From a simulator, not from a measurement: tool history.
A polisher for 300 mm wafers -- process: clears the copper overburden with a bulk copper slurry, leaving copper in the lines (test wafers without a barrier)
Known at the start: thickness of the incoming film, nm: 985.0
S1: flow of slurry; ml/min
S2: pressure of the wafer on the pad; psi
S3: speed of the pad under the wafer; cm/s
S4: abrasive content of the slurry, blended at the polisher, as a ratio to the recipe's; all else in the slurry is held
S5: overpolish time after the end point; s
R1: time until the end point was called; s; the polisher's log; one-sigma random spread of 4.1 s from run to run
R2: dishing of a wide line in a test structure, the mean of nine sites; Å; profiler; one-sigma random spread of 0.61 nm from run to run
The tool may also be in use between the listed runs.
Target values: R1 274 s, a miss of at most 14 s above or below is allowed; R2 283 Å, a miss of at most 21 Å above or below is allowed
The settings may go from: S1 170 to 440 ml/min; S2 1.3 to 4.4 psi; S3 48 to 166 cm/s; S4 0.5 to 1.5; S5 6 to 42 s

run    day   S1   S2   S3    S4  S5      R1      R2
  1      0  280  2.8  106     1  21  105.28  905.76
  2  0.329  280  2.8  106     1  14  109.28  707.57
  3  0.692  280  2.8  106   1.1  14  105.88  712.22
  4  0.804  280  2.6  100  1.15  13  120.43  607.55
  5  0.942  280  2.6  100  1.15   8  121.35  424.16
  6  1.162  275  2.4   96  1.15   9  133.52  416.64
     1.204  -- head pressure recalibrated
  7  1.204  275  2.2   90  1.15  10  166.46  384.97
  8  1.283  275  2.1   90  1.15  10  176.05  353.65
  9  1.558  275    2   90  1.15  11   176.7  373.87

Of the 4 settings listed for the next run, only one would bring every result within its allowed miss of target. Which one?
  A  1.833  325  2.8  100   1.3  11   ?   ?
  B  1.833  265  1.5   60  0.95  33   ?   ?
  C  1.833  305    2  124  1.25   9   ?   ?
  D  1.833  245  1.5   82  0.85  12   ?   ?

move      R1      R2
   A  111.52  584.36
   B  354.24  516.46
   C  126.56  439.53
   D  269.02  293.51
A: misses by more than the last run did
B: carries the result that was furthest off beyond its target, to the other side
C: misses by more than the last run did
D: hits every target within its allowed miss
So the answer is move D, the one that meets all the targets.

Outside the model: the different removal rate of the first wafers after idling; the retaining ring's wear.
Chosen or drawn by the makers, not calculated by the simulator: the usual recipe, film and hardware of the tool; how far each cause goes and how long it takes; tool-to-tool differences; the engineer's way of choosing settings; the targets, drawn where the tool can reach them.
